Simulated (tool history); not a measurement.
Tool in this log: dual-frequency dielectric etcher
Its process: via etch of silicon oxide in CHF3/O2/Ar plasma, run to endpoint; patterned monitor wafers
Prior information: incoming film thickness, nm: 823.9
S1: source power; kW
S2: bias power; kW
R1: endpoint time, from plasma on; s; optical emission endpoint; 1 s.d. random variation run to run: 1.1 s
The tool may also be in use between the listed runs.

run,hour,S1,S2,R1
1,0,0.71,0.177,402.72
2,5,0.59,0.177,437.72
3,6.2,0.59,0.193,421.96
4,13.4,0.59,0.174,440.08
5,21.7,0.59,0.199,421.84
6,29.1,0.59,0.172,442.59
7,32.8,0.71,0.182,399.01
8,33.4,0.79,0.188,377.9

What does the tool deliver on the next run?
9,41.2,0.85,0.193,?

R1: 363.04 s

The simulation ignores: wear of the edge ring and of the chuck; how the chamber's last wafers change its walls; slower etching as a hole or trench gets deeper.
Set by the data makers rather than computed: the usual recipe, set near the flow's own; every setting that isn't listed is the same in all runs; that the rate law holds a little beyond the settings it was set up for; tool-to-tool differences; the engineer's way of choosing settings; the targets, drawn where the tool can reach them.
